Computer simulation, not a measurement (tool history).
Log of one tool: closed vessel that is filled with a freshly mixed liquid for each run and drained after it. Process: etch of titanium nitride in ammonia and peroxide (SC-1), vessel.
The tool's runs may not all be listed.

run  hour  temperature setpoint of the liquid (K)  parts of water to one part of 30 % peroxide (parts by volume)  parts of 29 % ammonia solution to one part of 30 % peroxide (parts by volume)  time in the liquid (s)  thickness taken off the titanium nitride on a monitor wafer (angstrom)
  1   0.0                                  328.15                                                           11.0                                                                           1.00                     150                                                                  166.85
  2   6.0                                  328.15                                                           13.5                                                                           1.00                     150                                                                  148.88
  3  12.1                                  328.15                                                           13.5                                                                           0.85                     150                                                                  147.27
  4  20.4                                  328.15                                                           17.0                                                                           0.85                     150                                                                  129.44
  5  26.3                                  328.15                                                           17.0                                                                           1.10                     150                                                                  135.07
  6  35.0                                  328.15                                                           17.0                                                                           1.10                     150                                                                  135.50

The next listed run, before its measurement:
  7  36.8                                  328.15                                                           17.0                                                                           1.10                     150                                                                       ?

Run 7 gave thickness taken off the titanium nitride on a monitor wafer (angstrom) 133.82.
